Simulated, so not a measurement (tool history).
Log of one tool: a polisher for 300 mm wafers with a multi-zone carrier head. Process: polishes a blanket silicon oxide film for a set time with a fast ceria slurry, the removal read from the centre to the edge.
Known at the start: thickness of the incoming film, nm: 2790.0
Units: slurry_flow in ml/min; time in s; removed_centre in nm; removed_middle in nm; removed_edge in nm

run	hour	slurry_flow	centre_zone	middle_zone	edge_zone	time	removed_centre	removed_middle	removed_edge
1	0.0	260	1.00	1.00	1.00	49	744.68	727.95	753.28
2	9.0	265	1.03	1.03	1.01	50	789.40	779.10	748.20
3	12.1	270	1.04	1.03	1.02	52	807.66	779.91	776.98
4	17.4	270	1.12	1.03	1.02	52	839.17	796.89	777.12
5	22.5	275	1.13	1.03	1.02	53	895.66	799.68	799.60
6	31.0	275	1.13	1.04	1.03	54	908.06	839.33	822.14
7	36.8	275	1.13	1.04	1.03	54	885.36	850.91	836.26
8	44.3	280	1.14	1.04	1.02	54	914.04	843.40	814.92

Run 9 comes next. What will it give?
9	52.0	285	1.15	1.05	1.03	54	?	?	?

Run 9 gave removed_centre 932.17 nm, removed_middle 836.01 nm, removed_edge 808.16 nm.
